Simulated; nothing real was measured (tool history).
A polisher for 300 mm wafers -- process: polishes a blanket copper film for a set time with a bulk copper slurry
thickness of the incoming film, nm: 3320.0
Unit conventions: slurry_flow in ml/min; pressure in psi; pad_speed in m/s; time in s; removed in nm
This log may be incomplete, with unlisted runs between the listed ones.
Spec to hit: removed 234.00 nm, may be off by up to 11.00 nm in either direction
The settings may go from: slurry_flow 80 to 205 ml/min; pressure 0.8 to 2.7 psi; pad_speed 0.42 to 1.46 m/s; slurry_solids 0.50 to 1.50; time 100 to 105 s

| run | day | slurry_flow | pressure | pad_speed | slurry_solids | time | removed |
|---|---|---|---|---|---|---|---|
| 1 | 0.000 | 135 | 1.7 | 0.94 | 1.00 | 100 | 424.24 |
| 2 | 0.108 | 135 | 1.7 | 0.94 | 1.15 | 100 | 443.77 |
| 3 | 0.354 | 135 | 1.7 | 0.94 | 1.20 | 100 | 453.36 |
| 4 | 0.717 | 135 | 1.5 | 0.92 | 1.20 | 100 | 405.18 |
| 5 | 0.962 | 135 | 1.4 | 0.88 | 1.20 | 100 | 370.51 |
| 6 | 1.192 | 135 | 1.3 | 0.86 | 1.20 | 100 | 327.50 |
| 7 | 1.425 | 135 | 1.2 | 0.86 | 1.20 | 100 | 307.35 |
| 8 | 1.450 | 135 | 1.1 | 0.86 | 1.20 | 100 | 286.13 |
| 9 | 1.825 | 135 | 1.0 | 0.86 | 1.20 | 100 | 257.02 |

Next run, 5 choices. One meets every target within its allowed miss, the rest don't. Which?
| A | 2.200 | 110 | 1.2 | 0.82 | 1.30 | 105 | ? |
| B | 2.200 | 115 | 1.1 | 0.76 | 1.20 | 104 | ? |
| C | 2.200 | 150 | 1.2 | 0.64 | 0.95 | 100 | ? |
| D | 2.200 | 110 | 1.1 | 0.84 | 1.25 | 100 | ? |
| E | 2.200 | 115 | 0.8 | 0.92 | 1.05 | 102 | ? |

| move | removed |
|---|---|
| A | 299.22 |
| B | 254.14 |
| C | 230.46 |
| D | 264.06 |
| E | 205.27 |
A: misses by more than the last run did
B: moves toward the targets from the last run without getting all of them in spec
C: meets every target
D: misses by more than the last run did
E: takes the biggest miss from the last run beyond its target
Correct choice: C, which meets every target
